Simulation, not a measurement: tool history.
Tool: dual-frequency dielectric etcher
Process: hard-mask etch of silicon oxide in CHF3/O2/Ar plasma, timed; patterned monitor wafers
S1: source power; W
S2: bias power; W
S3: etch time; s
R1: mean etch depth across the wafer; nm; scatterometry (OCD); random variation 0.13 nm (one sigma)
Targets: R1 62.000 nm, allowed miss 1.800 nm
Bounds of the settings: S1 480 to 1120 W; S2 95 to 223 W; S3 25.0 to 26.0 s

run,day,S1,S2,S3,R1
1,0.000,800,159,25.0,48.357
2,0.150,800,159,26.0,50.318
3,0.308,800,159,26.0,50.270
4,0.592,890,170,26.0,54.553
5,0.896,890,186,26.0,55.899
6,0.979,940,189,26.0,57.923
7,1.267,970,191,26.0,59.114
8,1.338,990,193,26.0,59.986

Which of these 5 next moves meets every target?
A,1.408,1000,205,25.0,?
B,1.408,920,212,25.5,?
C,1.408,1030,195,25.0,?
D,1.408,1040,202,25.5,?
E,1.408,1040,161,26.0,?

move,R1
A,58.970
B,57.930
C,59.142
D,61.212
E,58.900
A: further off than the last run
B: further off than the last run
C: further off than the last run
D: meets every target
E: further off than the last run
Answer: D
